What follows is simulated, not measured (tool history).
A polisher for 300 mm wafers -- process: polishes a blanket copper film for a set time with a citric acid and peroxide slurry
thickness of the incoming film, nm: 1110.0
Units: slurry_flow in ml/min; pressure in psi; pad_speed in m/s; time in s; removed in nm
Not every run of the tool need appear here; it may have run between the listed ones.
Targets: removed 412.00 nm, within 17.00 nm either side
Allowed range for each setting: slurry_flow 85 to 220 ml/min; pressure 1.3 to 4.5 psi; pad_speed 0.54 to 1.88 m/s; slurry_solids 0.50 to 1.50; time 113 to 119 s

Run 1, hour 0.0: slurry_flow 140 ml/min, pressure 2.9 psi, pad_speed 1.20 m/s, slurry_solids 1.00, time 113 s. Result: removed 261.39 nm.
Run 2, hour 8.6: slurry_flow 175 ml/min, pressure 2.9 psi, pad_speed 1.20 m/s, slurry_solids 1.00, time 113 s. Result: removed 264.92 nm.
Run 3, hour 9.3: slurry_flow 175 ml/min, pressure 2.9 psi, pad_speed 1.20 m/s, slurry_solids 1.00, time 113 s. Result: removed 269.06 nm.
Run 4, hour 10.0: slurry_flow 175 ml/min, pressure 3.1 psi, pad_speed 1.20 m/s, slurry_solids 1.00, time 113 s. Result: removed 281.25 nm.
Run 5, hour 10.7: slurry_flow 175 ml/min, pressure 3.1 psi, pad_speed 1.38 m/s, slurry_solids 1.00, time 113 s. Result: removed 320.19 nm.
Run 6, hour 15.9: slurry_flow 175 ml/min, pressure 3.1 psi, pad_speed 1.38 m/s, slurry_solids 1.00, time 113 s. Result: removed 318.32 nm.
Run 7, hour 21.7: slurry_flow 175 ml/min, pressure 3.2 psi, pad_speed 1.38 m/s, slurry_solids 1.00, time 113 s. Result: removed 330.29 nm.
Run 8, hour 27.2: slurry_flow 175 ml/min, pressure 3.3 psi, pad_speed 1.38 m/s, slurry_solids 1.00, time 113 s. Result: removed 335.73 nm.

Below are 5 possible settings for the next run. Only one of them brings all results inside the allowed miss of their targets. Which is it?
Run A, hour 32.7: slurry_flow 200 ml/min, pressure 3.0 psi, pad_speed 1.74 m/s, slurry_solids 0.90, time 119 s. Result: removed ?.
Run B, hour 32.7: slurry_flow 180 ml/min, pressure 3.2 psi, pad_speed 1.40 m/s, slurry_solids 1.05, time 119 s. Result: removed ?.
Run C, hour 32.7: slurry_flow 155 ml/min, pressure 3.6 psi, pad_speed 1.34 m/s, slurry_solids 1.00, time 119 s. Result: removed ?.
Run D, hour 32.7: slurry_flow 195 ml/min, pressure 2.4 psi, pad_speed 1.36 m/s, slurry_solids 1.05, time 116 s. Result: removed ?.
Run E, hour 32.7: slurry_flow 195 ml/min, pressure 3.1 psi, pad_speed 1.88 m/s, slurry_solids 1.05, time 113 s. Result: removed ?.

move  removed
   A   405.45
   B   356.27
   C   363.23
   D   274.53
   E   441.14
A: meets every target
B: nearer than the last run, and not there yet
C: nearer than the last run, and not there yet
D: moves away from the targets compared with the last run
E: carries the result that was furthest off beyond its target, to the other side
The right move is A.

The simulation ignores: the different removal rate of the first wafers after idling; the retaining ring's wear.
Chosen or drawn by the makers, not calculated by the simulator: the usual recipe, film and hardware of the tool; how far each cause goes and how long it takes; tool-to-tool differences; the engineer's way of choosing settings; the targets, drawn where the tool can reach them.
